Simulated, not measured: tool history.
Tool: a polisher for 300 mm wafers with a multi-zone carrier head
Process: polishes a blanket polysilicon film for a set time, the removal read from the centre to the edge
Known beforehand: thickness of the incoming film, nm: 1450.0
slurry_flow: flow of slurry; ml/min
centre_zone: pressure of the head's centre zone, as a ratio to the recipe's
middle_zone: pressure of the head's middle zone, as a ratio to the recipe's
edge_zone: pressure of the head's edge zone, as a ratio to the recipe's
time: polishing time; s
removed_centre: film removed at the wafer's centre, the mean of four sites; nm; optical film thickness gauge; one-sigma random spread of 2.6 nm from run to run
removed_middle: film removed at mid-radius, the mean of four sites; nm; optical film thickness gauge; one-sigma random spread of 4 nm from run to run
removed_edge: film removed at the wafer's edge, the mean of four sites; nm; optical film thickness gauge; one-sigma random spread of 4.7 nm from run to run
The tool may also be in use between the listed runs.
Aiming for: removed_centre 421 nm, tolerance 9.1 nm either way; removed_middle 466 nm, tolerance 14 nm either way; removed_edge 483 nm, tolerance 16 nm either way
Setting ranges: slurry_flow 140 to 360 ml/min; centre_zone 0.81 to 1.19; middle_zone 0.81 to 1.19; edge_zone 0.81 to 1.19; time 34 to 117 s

run,day,slurry_flow,centre_zone,middle_zone,edge_zone,time,removed_centre,removed_middle,removed_edge
1,0,230,1,1,1,75,315.22,314.3,318.34
2,0.338,230,1,1,0.92,75,316.91,308.7,311.32
3,0.362,230,1,1,0.95,75,318.66,310.45,307.76
4,0.388,230,1,1.08,0.95,75,316.87,334.31,311.64
5,0.433,230,1,1.08,0.89,75,316.89,332.8,300.29
6,0.467,230,0.99,1.07,0.98,83,344.58,361.19,349.95
7,0.667,235,0.99,1.09,1.04,89,371.96,397.59,387.24
8,1.008,245,0.98,1.09,1.09,93,388.66,420.29,414.38
9,1.317,245,0.97,1.09,1.12,96,396.55,438.59,434.94
10,1.658,255,0.96,1.08,1.14,98,404.31,437.53,446.9
11,1.912,255,0.96,1.08,1.14,98,403.85,447.34,448.13
12,2.242,255,0.96,1.07,1.16,100,409.89,449.59,455.4

Below are 4 possible settings for the next run. Only one of them brings all results inside the allowed miss of their targets. Which is it?
A,2.571,190,0.92,1.03,1.11,112,?,?,?
B,2.571,285,0.95,1,1.19,103,?,?,?
C,2.571,270,1.03,1.11,1.05,101,?,?,?
D,2.571,260,1.01,1.08,1.16,97,?,?,?

move,removed_centre,removed_middle,removed_edge
A,416.64,463.58,496
B,421.16,439.77,493.43
C,445.4,468.33,451.18
D,417.24,437.38,454.39
A: every result lands within tolerance
B: the worst result of the last run now meets its target, but another is out of spec
C: moves away from the targets compared with the last run
D: moves away from the targets compared with the last run
Go with A: it meets all targets.
